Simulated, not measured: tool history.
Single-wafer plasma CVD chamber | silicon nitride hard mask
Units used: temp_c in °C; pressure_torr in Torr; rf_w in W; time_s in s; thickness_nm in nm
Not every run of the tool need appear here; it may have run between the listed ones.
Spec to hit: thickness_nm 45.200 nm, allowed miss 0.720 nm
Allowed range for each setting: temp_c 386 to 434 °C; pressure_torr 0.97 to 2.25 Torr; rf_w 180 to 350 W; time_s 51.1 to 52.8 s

| run | hour | temp_c | pressure_torr | rf_w | time_s | thickness_nm |
|---|---|---|---|---|---|---|
| 1 | 0.0 | 410 | 1.61 | 265 | 51.1 | 55.487 |
| 2 | 3.9 | 418 | 1.61 | 265 | 51.1 | 54.926 |
| 3 | 7.4 | 418 | 1.48 | 260 | 51.1 | 52.960 |
| 4 | 9.9 | 418 | 1.48 | 260 | 52.8 | 54.875 |
| 5 | 10.7 | 418 | 1.48 | 245 | 52.8 | 52.779 |
| 6 | 11.9 | 418 | 1.24 | 245 | 52.8 | 49.338 |
| 7 | 17.3 | 418 | 1.19 | 245 | 52.8 | 48.827 |
| 8 | 21.6 | 418 | 1.15 | 245 | 52.8 | 48.856 |
| 9 | 29.5 | 418 | 1.11 | 240 | 52.8 | 47.421 |
| 10 | 32.8 | 418 | 1.08 | 240 | 52.8 | 47.257 |
| 11 | 35.1 | 418 | 1.06 | 240 | 52.8 | 46.413 |
| 12 | 39.1 | 418 | 1.04 | 240 | 52.8 | 46.195 |
| 13 | 40.8 | 418 | 1.03 | 240 | 52.8 | 46.275 |
| 14 | 49.3 | 418 | 1.02 | 240 | 52.8 | 46.126 |

Next run, 5 choices. One meets every target within its allowed miss, the rest don't. Which?
| A | 57.8 | 412 | 1.10 | 240 | 52.2 | ? |
| B | 57.8 | 413 | 0.97 | 260 | 51.1 | ? |
| C | 57.8 | 421 | 1.54 | 225 | 51.1 | ? |
| D | 57.8 | 413 | 1.15 | 225 | 52.8 | ? |
| E | 57.8 | 418 | 1.05 | 225 | 52.8 | ? |

| move | thickness_nm |
|---|---|
| A | 46.866 |
| B | 47.221 |
| C | 47.604 |
| D | 45.353 |
| E | 44.018 |
A: misses by more than the last run did
B: misses by more than the last run did
C: misses by more than the last run did
D: every result within its allowed miss
E: takes the biggest miss from the last run beyond its target
Go with D: it meets all targets.

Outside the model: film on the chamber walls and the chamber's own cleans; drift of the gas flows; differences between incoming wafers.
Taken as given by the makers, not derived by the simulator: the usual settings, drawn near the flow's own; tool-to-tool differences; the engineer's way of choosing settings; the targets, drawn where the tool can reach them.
